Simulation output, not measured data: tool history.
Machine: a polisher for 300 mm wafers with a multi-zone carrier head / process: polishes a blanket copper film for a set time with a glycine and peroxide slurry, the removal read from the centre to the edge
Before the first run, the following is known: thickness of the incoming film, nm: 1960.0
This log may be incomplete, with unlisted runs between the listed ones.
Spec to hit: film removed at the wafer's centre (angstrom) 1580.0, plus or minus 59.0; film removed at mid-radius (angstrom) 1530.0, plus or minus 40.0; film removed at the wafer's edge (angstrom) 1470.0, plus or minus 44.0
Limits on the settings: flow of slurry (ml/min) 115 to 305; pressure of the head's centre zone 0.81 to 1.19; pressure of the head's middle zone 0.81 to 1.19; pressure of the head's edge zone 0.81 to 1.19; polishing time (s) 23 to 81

run	hour	flow of slurry (ml/min)	pressure of the head's centre zone	pressure of the head's middle zone	pressure of the head's edge zone	polishing time (s)	film removed at the wafer's centre (angstrom)	film removed at mid-radius (angstrom)	film removed at the wafer's edge (angstrom)
1	0.0	195	1.00	1.00	1.00	52	2147.5	2211.3	2201.5
2	6.7	195	1.00	1.00	0.92	52	2169.4	2205.5	2146.7
3	12.8	195	0.95	1.00	0.92	52	2002.5	2217.5	2121.1
4	18.7	195	0.95	1.08	0.92	52	2042.8	2372.0	2107.8
5	20.9	195	0.97	1.05	0.90	47	1897.9	2071.0	1904.9
6	28.8	195	0.97	1.11	0.90	47	1893.9	2158.0	1902.4
7	35.5	190	0.99	1.08	0.88	43	1750.4	1935.7	1720.5
8	39.2	180	1.01	1.05	0.86	41	1681.4	1772.5	1601.9
9	40.4	165	1.02	1.02	0.85	41	1674.5	1738.9	1585.4
10	47.9	155	1.03	0.99	0.84	41	1647.2	1652.1	1564.4
11	54.4	155	1.03	0.99	0.84	41	1668.7	1690.8	1557.2
12	63.2	150	1.03	0.96	0.83	41	1679.1	1582.9	1538.2
13	68.7	145	1.02	0.96	0.82	41	1616.3	1623.2	1509.8
14	75.1	140	1.02	0.95	0.82	41	1608.4	1559.3	1525.3
15	78.6	135	1.02	0.95	0.82	41	1585.1	1574.9	1515.1

Which of these 5 next moves meets every target?
A	82.1	115	0.97	0.91	0.92	44	?	?	?
B	82.1	130	1.09	1.08	0.81	39	?	?	?
C	82.1	115	1.07	1.07	0.81	41	?	?	?
D	82.1	200	1.02	0.95	0.84	37	?	?	?
E	82.1	120	1.05	1.05	0.83	41	?	?	?

move	film removed at the wafer's centre (angstrom)	film removed at mid-radius (angstrom)	film removed at the wafer's edge (angstrom)
A	1569.0	1558.6	1673.7
B	1602.2	1620.4	1427.3
C	1601.0	1642.0	1469.9
D	1562.5	1509.4	1459.7
E	1592.6	1635.8	1497.2
A: brings the result that was furthest off to its target, and leaves another outside
B: misses by more than the last run did
C: misses by more than the last run did
D: each result inside its tolerance
E: misses by more than the last run did
Move D is the one to make.
